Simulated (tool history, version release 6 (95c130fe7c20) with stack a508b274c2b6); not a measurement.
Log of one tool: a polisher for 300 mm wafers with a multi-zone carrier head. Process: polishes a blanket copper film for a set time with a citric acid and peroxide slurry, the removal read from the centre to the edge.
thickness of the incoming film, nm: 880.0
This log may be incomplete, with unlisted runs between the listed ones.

| run | hour | flow of slurry (ml/min) | pressure of the head's centre zone | pressure of the head's middle zone | pressure of the head's edge zone | abrasive content of the slurry | polishing time (s) | film removed at the wafer's centre (nm) | film removed at mid-radius (nm) | film removed at the wafer's edge (nm) |
|---|---|---|---|---|---|---|---|---|---|---|
| 1 | 0 | 170 | 1 | 1 | 1 | 1 | 64 | 69.845 | 68.292 | 71.022 |
| 2 | 6.1 | 180 | 1 | 1.03 | 1.04 | 1.15 | 67 | 78.547 | 75.933 | 78.853 |
| 3 | 14.2 | 180 | 1 | 1.03 | 1.08 | 1.15 | 67 | 77.399 | 75.716 | 80.573 |
| 4 | 19.2 | 180 | 1 | 1.03 | 1.08 | 1 | 67 | 75.196 | 74.589 | 78.281 |
| 5 | 20.9 | 180 | 1 | 1.03 | 1.08 | 1 | 73 | 81.689 | 81.446 | 84.908 |
| 6 | 27.9 | 180 | 1 | 1.03 | 1.08 | 1 | 65 | 72.05 | 70.993 | 75.852 |
| 7 | 33.2 | 190 | 0.99 | 1.06 | 1.1 | 1.15 | 67 | 77.466 | 76.526 | 81.426 |

Forecast run 8:
| 8 | 39.7 | 185 | 0.98 | 1.08 | 1.1 | 1.25 | 70 | ? | ? | ? |

{"run 8": {"film removed at the wafer's centre (nm)": 82.213, "film removed at mid-radius (nm)": 83.427, "film removed at the wafer's edge (nm)": 84.946}}

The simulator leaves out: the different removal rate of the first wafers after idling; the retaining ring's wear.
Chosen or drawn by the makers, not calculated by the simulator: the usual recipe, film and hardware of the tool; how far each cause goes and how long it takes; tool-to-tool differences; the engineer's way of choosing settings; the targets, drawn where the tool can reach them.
